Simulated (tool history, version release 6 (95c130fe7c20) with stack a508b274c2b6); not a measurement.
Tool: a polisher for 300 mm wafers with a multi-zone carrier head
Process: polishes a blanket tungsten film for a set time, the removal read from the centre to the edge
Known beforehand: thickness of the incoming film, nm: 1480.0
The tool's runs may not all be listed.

run,day,flow of slurry (ml/min),pressure of the head's centre zone,pressure of the head's middle zone,pressure of the head's edge zone,abrasive content of the slurry,polishing time (s),film removed at the wafer's centre (Å),film removed at mid-radius (Å),film removed at the wafer's edge (Å)
1,0.000,285,1.00,1.00,1.00,1.0,43,1095.4,1071.8,1083.2
2,0.292,305,1.04,1.05,0.99,1.0,43,1136.6,1132.4,1085.3
3,0.550,305,1.09,1.05,0.99,1.0,43,1190.1,1137.5,1077.5
4,0.579,305,1.09,1.09,0.99,1.0,43,1201.0,1176.7,1087.3
5,0.671,305,1.09,1.09,1.06,1.0,43,1192.7,1166.3,1117.1
6,1.025,305,1.03,1.09,1.06,1.0,43,1133.5,1174.4,1121.8
7,1.062,325,1.07,1.11,1.03,1.0,43,1180.6,1191.4,1116.7
8,1.171,325,1.10,1.14,1.01,1.0,43,1216.3,1237.2,1092.5
9,1.392,330,1.12,1.15,1.01,1.0,43,1250.8,1226.6,1096.0

Run 10 comes next. What will it give?
10,1.638,330,1.13,1.16,1.00,1.0,43,?,?,?

Run 10 produced film removed at the wafer's centre (Å) 1230.9, film removed at mid-radius (Å) 1218.2, film removed at the wafer's edge (Å) 1082.2.
